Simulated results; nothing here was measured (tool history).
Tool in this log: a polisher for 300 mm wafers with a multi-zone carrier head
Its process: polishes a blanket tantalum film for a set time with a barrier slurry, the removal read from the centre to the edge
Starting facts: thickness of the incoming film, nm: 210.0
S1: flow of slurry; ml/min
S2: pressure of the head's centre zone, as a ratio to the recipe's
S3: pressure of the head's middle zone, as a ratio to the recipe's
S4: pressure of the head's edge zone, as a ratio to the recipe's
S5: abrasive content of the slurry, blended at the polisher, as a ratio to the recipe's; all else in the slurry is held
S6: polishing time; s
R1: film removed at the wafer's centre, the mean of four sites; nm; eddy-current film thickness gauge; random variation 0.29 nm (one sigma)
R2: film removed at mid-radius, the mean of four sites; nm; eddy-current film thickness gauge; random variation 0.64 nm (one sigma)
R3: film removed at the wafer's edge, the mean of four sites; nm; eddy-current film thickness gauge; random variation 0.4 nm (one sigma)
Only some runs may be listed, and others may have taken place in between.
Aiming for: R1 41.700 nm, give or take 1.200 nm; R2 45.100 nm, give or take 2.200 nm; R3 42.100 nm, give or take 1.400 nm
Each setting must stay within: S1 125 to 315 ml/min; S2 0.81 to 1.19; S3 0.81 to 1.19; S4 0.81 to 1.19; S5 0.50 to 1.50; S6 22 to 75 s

run  hour   S1    S2    S3    S4    S5  S6      R1      R2      R3
  1   0.0  205  1.00  1.00  1.00  1.00  48  62.706  60.935  60.209
  2   8.0  200  0.98  1.00  0.98  0.90  47  57.658  59.285  57.002
  3  15.6  200  0.95  1.00  0.98  0.90  47  57.095  57.379  56.985
  4  22.4  175  0.95  1.00  0.98  0.90  47  55.300  55.339  56.268
  5  31.3  175  0.95  1.03  0.98  0.90  47  54.880  59.901  56.778
  6  37.9  180  0.94  1.02  0.96  0.85  46  53.072  57.314  53.353
  7  39.9  175  0.92  1.01  0.94  0.80  46  50.001  55.896  52.209
  8  43.0  180  0.92  0.99  0.93  0.75  45  48.837  52.146  50.250
  9  50.3  180  0.92  0.98  0.92  0.70  45  47.807  50.827  48.903
 10  54.7  180  0.92  0.97  0.91  0.65  45  46.204  48.166  47.694
 11  62.4  180  0.92  0.97  0.90  0.65  45  47.396  49.015  47.615

Consider the 4 candidate settings below. Which is the only one whose results all fall within their allowed miss of target?
  A  70.1  195  0.89  0.97  0.85  0.80  38   ?   ?   ?
  B  70.1  175  0.87  1.15  0.81  0.55  41   ?   ?   ?
  C  70.1  175  0.90  1.16  0.81  0.80  36   ?   ?   ?
  D  70.1  200  0.81  0.85  1.06  0.60  46   ?   ?   ?

move      R1      R2      R3
   A  41.104  44.711  40.912
   B  38.243  48.835  38.277
   C  38.598  47.957  37.326
   D  41.941  45.311  50.978
A: hits every target within its allowed miss
B: takes the biggest miss from the last run beyond its target
C: takes the biggest miss from the last run beyond its target
D: brings the last run's worst result on target, with another outside its allowed miss
A is the move that brings every result within its allowed miss.
